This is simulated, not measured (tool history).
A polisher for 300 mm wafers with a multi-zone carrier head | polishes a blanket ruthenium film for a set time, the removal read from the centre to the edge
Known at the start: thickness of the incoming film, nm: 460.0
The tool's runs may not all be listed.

run    day  flow of slurry (ml/min)  pressure of the head's centre zone  pressure of the head's middle zone  pressure of the head's edge zone  polishing time (s)  film removed at the wafer's centre (Å)  film removed at mid-radius (Å)  film removed at the wafer's edge (Å)
  1  0.000                      180                                1.00                                1.00                              1.00                  48                                  501.42                          497.25                                495.98
  2  0.042                      185                                1.02                                0.99                              1.00                  48                                  517.13                          501.12                                498.47
  3  0.229                      185                                1.02                                0.99                              0.93                  48                                  515.70                          483.04                                487.37
  4  0.512                      190                                1.03                                0.98                              0.93                  48                                  521.10                          498.62                                476.88
  5  0.746                      170                                1.03                                0.98                              0.93                  48                                  508.54                          481.40                                475.13
  6  0.867                      170                                1.03                                0.98                              0.93                  58                                  612.02                          585.37                                569.20
  7  1.229                      170                                1.04                                0.96                              0.92                  58                                  619.06                          570.37                                565.71
  8  1.458                      170                                1.05                                0.95                              0.91                  58                                  622.17                          579.32                                559.57
  9  1.817                      165                                1.07                                0.93                              0.92                  58                                  637.86                          547.35                                569.41
 10  2.158                      165                                1.08                                0.93                              0.91                  58                                  638.11                          554.19                                562.44
 11  2.329                      165                                1.09                                0.92                              0.90                  58                                  647.09                          544.40                                572.74
 12  2.642                      165                                1.10                                0.92                              0.89                  57                                  650.76                          547.71                                552.59
 13  2.696                      160                                1.10                                0.91                              0.88                  57                                  641.36                          521.67                                545.35
 14  2.804                      160                                1.10                                0.91                              0.87                  57                                  639.54                          530.57                                537.86
 15  3.092                      160                                1.10                                0.90                              0.87                  57                                  640.35                          542.12                                528.87

Forecast run 16:
 16  3.121                      160                                1.10                                0.89                              0.87                  57                                       ?                               ?                                     ?

Run 16 gave film removed at the wafer's centre (Å) 637.88, film removed at mid-radius (Å) 518.64, film removed at the wafer's edge (Å) 543.08.
